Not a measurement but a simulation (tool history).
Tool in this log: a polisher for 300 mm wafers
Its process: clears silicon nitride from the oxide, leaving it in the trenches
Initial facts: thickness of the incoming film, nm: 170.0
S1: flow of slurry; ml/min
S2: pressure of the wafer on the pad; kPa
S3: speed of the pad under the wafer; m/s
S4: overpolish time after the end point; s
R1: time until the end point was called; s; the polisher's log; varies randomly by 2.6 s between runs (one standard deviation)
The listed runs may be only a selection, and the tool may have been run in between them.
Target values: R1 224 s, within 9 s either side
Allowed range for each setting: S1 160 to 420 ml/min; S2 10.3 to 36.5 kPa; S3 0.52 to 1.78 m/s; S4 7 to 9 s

run	hour	S1	S2	S3	S4	R1
1	0	270	23.4	1.14	9	141.98
2	4.8	270	20.7	1.14	9	164.46
3	7.7	270	19.3	1.14	9	169.37
4	16.6	270	17.2	1.14	9	189.11
5	19.7	270	17.2	1.14	9	186.89
6	20.2	300	17.2	1.14	9	184.29
7	25.3	295	15.9	1.14	9	199.17
8	27.6	295	15.2	1.14	9	206.37
9	31	295	14.5	1.14	9	213.74

Exercise: of the 5 proposed moves below, exactly one satisfies all targets within the stated allowed misses. Which move is it?
A	34.4	290	15.9	1.16	8	?
B	34.4	280	13.8	1.36	9	?
C	34.4	295	15.2	1.2	7	?
D	34.4	310	12.4	1.26	9	?
E	34.4	290	17.2	1.04	9	?

move	R1
A	196.96
B	196.2
C	198.83
D	223.76
E	199.09
A: moves away from the targets compared with the last run
B: moves away from the targets compared with the last run
C: moves away from the targets compared with the last run
D: hits every target within its allowed miss
E: moves away from the targets compared with the last run
Answer: D
